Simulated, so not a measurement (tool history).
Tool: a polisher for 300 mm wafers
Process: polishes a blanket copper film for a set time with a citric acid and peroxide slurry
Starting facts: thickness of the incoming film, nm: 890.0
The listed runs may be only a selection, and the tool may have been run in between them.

run  hour  flow of slurry (ml/min)  pressure of the wafer on the pad (kPa)  speed of the pad under the wafer (cm/s)  abrasive content of the slurry  polishing time (s)  film removed (angstrom)
  1     0                      145                                    13.8                                       96                               1                  43                   658.09
  2   5.6                      150                                    14.5                                       96                               1                  43                   684.61
  3   7.5                      150                                    14.5                                       96                            1.15                  43                   701.86
  4  10.9                      150                                    14.5                                       96                               1                  43                   684.28
  5  19.7                      150                                    15.2                                       96                               1                  43                   718.21
  6  20.7                      150                                    15.2                                       80                               1                  43                   624.19
  7  29.5                      180                                    18.6                                       82                               1                  43                   734.06

Estimate the outcome of run 8 from the log above:
  8  38.4                      180                                    19.3                                       82                               1                  43                        ?

film removed (angstrom): 757.61

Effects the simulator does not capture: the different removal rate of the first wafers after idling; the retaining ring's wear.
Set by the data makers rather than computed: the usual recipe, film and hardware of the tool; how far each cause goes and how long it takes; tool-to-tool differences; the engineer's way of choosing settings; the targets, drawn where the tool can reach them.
